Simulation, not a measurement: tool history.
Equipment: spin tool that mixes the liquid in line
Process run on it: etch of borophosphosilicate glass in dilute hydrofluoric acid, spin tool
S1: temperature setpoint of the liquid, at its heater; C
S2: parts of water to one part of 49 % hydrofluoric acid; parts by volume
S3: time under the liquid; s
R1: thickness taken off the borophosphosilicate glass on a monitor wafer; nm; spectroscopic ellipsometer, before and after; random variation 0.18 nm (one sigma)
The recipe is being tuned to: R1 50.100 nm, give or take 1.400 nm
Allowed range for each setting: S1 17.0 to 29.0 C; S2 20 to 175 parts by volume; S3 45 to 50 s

Run 1, day 0.000: S1 21.0 C, S2 95 parts by volume, S3 45 s. Result: R1 21.535 nm.
Run 2, day 0.196: S1 22.5 C, S2 85 parts by volume, S3 45 s. Result: R1 25.803 nm.
Run 3, day 0.471: S1 23.5 C, S2 80 parts by volume, S3 45 s. Result: R1 28.860 nm.
Run 4, day 0.529: S1 23.5 C, S2 80 parts by volume, S3 50 s. Result: R1 32.064 nm.
Run 5, day 0.629: S1 23.5 C, S2 65 parts by volume, S3 50 s. Result: R1 40.044 nm.
Run 6, day 0.717: S1 23.5 C, S2 85 parts by volume, S3 50 s. Result: R1 30.001 nm.
Run 7, day 0.979: S1 24.5 C, S2 80 parts by volume, S3 50 s. Result: R1 33.274 nm.
Run 8, day 1.188: S1 24.5 C, S2 80 parts by volume, S3 50 s. Result: R1 33.270 nm.
Run 9, day 1.238: S1 25.0 C, S2 75 parts by volume, S3 50 s. Result: R1 36.499 nm.
Run 10, day 1.538: S1 25.5 C, S2 70 parts by volume, S3 50 s. Result: R1 39.991 nm.
Run 11, day 1.567: S1 26.0 C, S2 70 parts by volume, S3 50 s. Result: R1 40.901 nm.
Run 12, day 1.758: S1 26.0 C, S2 70 parts by volume, S3 50 s. Result: R1 40.832 nm.
Run 13, day 2.125: S1 26.5 C, S2 70 parts by volume, S3 50 s. Result: R1 41.868 nm.
Run 14, day 2.325: S1 27.0 C, S2 70 parts by volume, S3 50 s. Result: R1 42.455 nm.
Run 15, day 2.675: S1 27.5 C, S2 70 parts by volume, S3 50 s. Result: R1 43.519 nm.
At day 2.738: hydrofluoric acid flow meter replaced.
Run 16, day 2.738: S1 29.0 C, S2 60 parts by volume, S3 50 s. Result: R1 59.240 nm.
Run 17, day 2.958: S1 26.5 C, S2 60 parts by volume, S3 50 s. Result: R1 53.816 nm.
Run 18, day 2.996: S1 26.0 C, S2 60 parts by volume, S3 50 s. Result: R1 52.941 nm.
Run 19, day 3.275: S1 25.5 C, S2 60 parts by volume, S3 50 s. Result: R1 51.306 nm.
Run 20, day 3.496: S1 25.5 C, S2 60 parts by volume, S3 50 s. Result: R1 51.071 nm.
Run 21, day 3.842: S1 25.5 C, S2 60 parts by volume, S3 50 s. Result: R1 51.466 nm.

Consider the 4 candidate settings below. Which is the only one whose results all fall within their allowed miss of target?
Run A, day 4.188: S1 24.5 C, S2 55 parts by volume, S3 50 s. Result: R1 ?.
Run B, day 4.188: S1 24.5 C, S2 50 parts by volume, S3 45 s. Result: R1 ?.
Run C, day 4.188: S1 25.0 C, S2 60 parts by volume, S3 50 s. Result: R1 ?.
Run D, day 4.188: S1 24.0 C, S2 55 parts by volume, S3 50 s. Result: R1 ?.

move      R1
   A  54.027
   B  53.846
   C  50.205
   D  52.933
A: its largest miss is bigger than the last run's
B: its largest miss is bigger than the last run's
C: all results in spec
D: its largest miss is bigger than the last run's
Move C is the one to make.
